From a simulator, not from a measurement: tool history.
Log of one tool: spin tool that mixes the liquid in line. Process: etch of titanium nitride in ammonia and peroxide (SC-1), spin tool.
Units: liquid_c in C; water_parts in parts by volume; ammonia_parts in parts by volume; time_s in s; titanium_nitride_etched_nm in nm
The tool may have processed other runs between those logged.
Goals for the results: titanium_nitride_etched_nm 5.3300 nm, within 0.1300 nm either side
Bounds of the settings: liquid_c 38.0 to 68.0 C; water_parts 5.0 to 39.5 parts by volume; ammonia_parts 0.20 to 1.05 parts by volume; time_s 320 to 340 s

run,day,liquid_c,water_parts,ammonia_parts,time_s,titanium_nitride_etched_nm
1,0.000,52.0,22.0,0.55,320,12.3680
2,0.262,52.0,19.0,0.55,320,13.2600
3,0.633,48.0,19.0,0.55,320,10.0790
4,0.829,46.0,19.0,0.55,320,8.6615
5,1.038,46.0,24.0,0.55,320,7.6130
6,1.117,45.0,24.0,0.55,320,7.1379
7,1.446,44.0,24.0,0.55,320,6.6833
# day 1.529: new drum of ammonia solution connected
8,1.529,43.5,24.0,0.55,320,6.4703
9,1.638,43.0,24.0,0.55,320,6.1799
10,1.862,40.5,24.0,0.55,320,5.1575

Pick the move, out of 5, that brings all results within their allowed miss; only one does.
A,2.088,39.0,24.0,0.80,320,?
B,2.088,40.0,27.0,0.55,320,?
C,2.088,40.5,26.5,0.60,325,?
D,2.088,39.0,18.5,0.40,320,?
E,2.088,40.5,25.0,0.65,325,?

move,titanium_nitride_etched_nm
A,4.9393
B,4.6458
C,5.0301
D,5.0249
E,5.2764
A: the biggest miss grows against the last run
B: the biggest miss grows against the last run
C: the biggest miss grows against the last run
D: the biggest miss grows against the last run
E: all results in spec
Correct choice: E, which meets every target

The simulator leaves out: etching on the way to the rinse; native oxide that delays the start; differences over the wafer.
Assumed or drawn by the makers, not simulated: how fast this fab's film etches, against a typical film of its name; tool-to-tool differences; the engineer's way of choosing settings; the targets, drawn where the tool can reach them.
